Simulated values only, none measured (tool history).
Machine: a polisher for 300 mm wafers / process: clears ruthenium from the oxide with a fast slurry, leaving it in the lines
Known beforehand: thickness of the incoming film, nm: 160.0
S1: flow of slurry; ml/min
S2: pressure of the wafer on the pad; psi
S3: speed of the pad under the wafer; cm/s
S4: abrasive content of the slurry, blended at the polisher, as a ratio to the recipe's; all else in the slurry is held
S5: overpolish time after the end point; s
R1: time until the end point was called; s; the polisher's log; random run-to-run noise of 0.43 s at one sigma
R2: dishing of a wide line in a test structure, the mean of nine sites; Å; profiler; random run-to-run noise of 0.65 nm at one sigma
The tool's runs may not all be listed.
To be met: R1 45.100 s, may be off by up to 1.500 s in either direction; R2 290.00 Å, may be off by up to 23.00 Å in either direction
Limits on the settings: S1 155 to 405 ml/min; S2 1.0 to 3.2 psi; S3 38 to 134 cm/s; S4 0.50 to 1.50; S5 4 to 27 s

Run 1, hour 0.0: S1 260 ml/min, S2 2.1 psi, S3 86 cm/s, S4 1.00, S5 14 s. Result: R1 56.997 s, R2 312.14 Å.
Run 2, hour 2.0: S1 260 ml/min, S2 2.1 psi, S3 86 cm/s, S4 1.00, S5 10 s. Result: R1 58.096 s, R2 231.47 Å.
Run 3, hour 2.7: S1 260 ml/min, S2 2.1 psi, S3 86 cm/s, S4 1.20, S5 10 s. Result: R1 52.298 s, R2 257.40 Å.
Run 4, hour 8.8: S1 260 ml/min, S2 2.6 psi, S3 86 cm/s, S4 1.20, S5 10 s. Result: R1 43.398 s, R2 309.27 Å.
Run 5, hour 17.1: S1 260 ml/min, S2 2.6 psi, S3 86 cm/s, S4 1.20, S5 8 s. Result: R1 42.464 s, R2 257.57 Å.
Run 6, hour 22.8: S1 260 ml/min, S2 2.6 psi, S3 78 cm/s, S4 1.20, S5 8 s. Result: R1 46.244 s, R2 226.69 Å.
Run 7, hour 23.6: S1 260 ml/min, S2 2.6 psi, S3 78 cm/s, S4 1.20, S5 9 s. Result: R1 45.978 s, R2 261.32 Å.
Run 8, hour 31.2: S1 260 ml/min, S2 2.6 psi, S3 78 cm/s, S4 1.20, S5 10 s. Result: R1 46.646 s, R2 269.87 Å.
Run 9, hour 39.0: S1 265 ml/min, S2 2.7 psi, S3 78 cm/s, S4 1.20, S5 11 s. Result: R1 45.216 s, R2 322.08 Å.

5 next moves are on the table. One of them brings every result within its allowed miss. Which?
Run A, hour 46.8: S1 255 ml/min, S2 2.6 psi, S3 82 cm/s, S4 1.20, S5 8 s. Result: R1 ?, R2 ?.
Run B, hour 46.8: S1 280 ml/min, S2 2.4 psi, S3 88 cm/s, S4 1.15, S5 15 s. Result: R1 ?, R2 ?.
Run C, hour 46.8: S1 255 ml/min, S2 2.9 psi, S3 74 cm/s, S4 1.10, S5 14 s. Result: R1 ?, R2 ?.
Run D, hour 46.8: S1 265 ml/min, S2 3.2 psi, S3 68 cm/s, S4 1.25, S5 7 s. Result: R1 ?, R2 ?.
Run E, hour 46.8: S1 285 ml/min, S2 2.7 psi, S3 76 cm/s, S4 1.20, S5 10 s. Result: R1 ?, R2 ?.

move      R1      R2
   A  44.599  247.57
   B  45.964  403.89
   C  45.435  386.44
   D  41.575  234.33
   E  45.367  294.97
A: moves the result that the last run missed by most past its target, out the other side
B: moves away from the targets compared with the last run
C: moves away from the targets compared with the last run
D: moves the result that the last run missed by most past its target, out the other side
E: meets every target
E is the move that brings every result within its allowed miss.
